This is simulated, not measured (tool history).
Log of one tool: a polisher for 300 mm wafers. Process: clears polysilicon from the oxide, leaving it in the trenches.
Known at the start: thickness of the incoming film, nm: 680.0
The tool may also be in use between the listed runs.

run	hour	flow of slurry (ml/min)	pressure of the wafer on the pad (kPa)	speed of the pad under the wafer (cm/s)	overpolish time after the end point (s)	time until the end point was called (s)	dishing of a wide line in a test structure (angstrom)
1	0.0	165	22.8	80	18	51.106	498.09
2	7.9	170	24.1	80	15	48.146	473.45
3	10.7	195	25.5	78	12	46.053	481.22
4	14.5	180	25.5	78	12	47.443	470.26
5	22.8	180	25.5	68	12	52.520	464.19
6	23.3	160	28.3	66	10	53.408	445.48

The next listed run, before its measurement:
7	25.8	145	30.3	72	9	?	?

{"run 7": {"time until the end point was called (s)": 48.433, "dishing of a wide line in a test structure (angstrom)": 449.86}}
